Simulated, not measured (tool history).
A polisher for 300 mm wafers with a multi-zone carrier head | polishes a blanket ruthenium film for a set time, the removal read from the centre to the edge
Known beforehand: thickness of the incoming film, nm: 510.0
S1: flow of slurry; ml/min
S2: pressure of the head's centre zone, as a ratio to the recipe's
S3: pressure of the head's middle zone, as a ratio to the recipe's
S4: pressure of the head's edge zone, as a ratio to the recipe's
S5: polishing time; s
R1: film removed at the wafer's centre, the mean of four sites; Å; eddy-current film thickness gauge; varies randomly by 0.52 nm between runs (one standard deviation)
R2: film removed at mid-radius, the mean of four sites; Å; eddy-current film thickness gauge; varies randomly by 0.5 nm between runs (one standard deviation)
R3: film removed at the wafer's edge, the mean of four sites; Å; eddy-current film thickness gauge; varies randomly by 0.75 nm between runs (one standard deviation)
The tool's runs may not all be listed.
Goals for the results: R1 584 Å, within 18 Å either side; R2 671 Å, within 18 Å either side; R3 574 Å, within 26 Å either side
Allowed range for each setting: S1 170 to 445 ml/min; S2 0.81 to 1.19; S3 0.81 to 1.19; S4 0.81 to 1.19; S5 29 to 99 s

| run | day | S1 | S2 | S3 | S4 | S5 | R1 | R2 | R3 |
|---|---|---|---|---|---|---|---|---|---|
| 1 | 0 | 285 | 1 | 1 | 1 | 64 | 779.33 | 793.28 | 774.36 |
| 2 | 0.079 | 285 | 1 | 1 | 0.97 | 64 | 784.03 | 787.6 | 759.39 |
| 3 | 0.354 | 285 | 1 | 1 | 0.92 | 64 | 789 | 778.52 | 749.85 |
| 4 | 0.612 | 285 | 1 | 0.93 | 0.92 | 64 | 792.36 | 735.33 | 761.82 |
| 5 | 0.696 | 285 | 0.99 | 0.96 | 0.91 | 62 | 755.92 | 743.49 | 709.95 |
| 6 | 0.825 | 285 | 0.99 | 0.96 | 0.91 | 50 | 609.95 | 595.98 | 592.91 |
| 7 | 1.179 | 290 | 0.98 | 0.98 | 0.9 | 50 | 605.19 | 606.92 | 588.28 |
| 8 | 1.471 | 295 | 0.97 | 1 | 0.9 | 50 | 600.87 | 623.38 | 601.88 |
| 9 | 1.721 | 295 | 0.97 | 1.02 | 0.89 | 50 | 604.94 | 623.43 | 584.7 |
| 10 | 2.079 | 295 | 0.96 | 1.04 | 0.89 | 50 | 585.15 | 638.56 | 583.92 |
| 11 | 2.212 | 300 | 0.96 | 1.05 | 0.88 | 50 | 591.2 | 641.37 | 564.86 |

Which single option among these 5 for the next run brings every result within its allowed miss of target? Just one does.
| A | 2.346 | 230 | 0.97 | 1.13 | 0.89 | 51 | ? | ? | ? |
| B | 2.346 | 275 | 1 | 0.99 | 0.92 | 49 | ? | ? | ? |
| C | 2.346 | 275 | 0.96 | 1.04 | 0.84 | 50 | ? | ? | ? |
| D | 2.346 | 340 | 0.98 | 1.15 | 0.82 | 50 | ? | ? | ? |
| E | 2.346 | 415 | 1.03 | 1.07 | 0.94 | 47 | ? | ? | ? |

| move | R1 | R2 | R3 |
|---|---|---|---|
| A | 592.33 | 688.73 | 582.18 |
| B | 601.65 | 605.02 | 578.65 |
| C | 589.39 | 643.86 | 567.23 |
| D | 617.04 | 717.2 | 570.14 |
| E | 620.55 | 643.87 | 576.42 |
A: hits every target within its allowed miss
B: moves away from the targets compared with the last run
C: nearer the targets than the last run, but a result is still out of spec
D: pushes the last run's worst result past its target
E: moves away from the targets compared with the last run
Correct choice: A, which meets every target

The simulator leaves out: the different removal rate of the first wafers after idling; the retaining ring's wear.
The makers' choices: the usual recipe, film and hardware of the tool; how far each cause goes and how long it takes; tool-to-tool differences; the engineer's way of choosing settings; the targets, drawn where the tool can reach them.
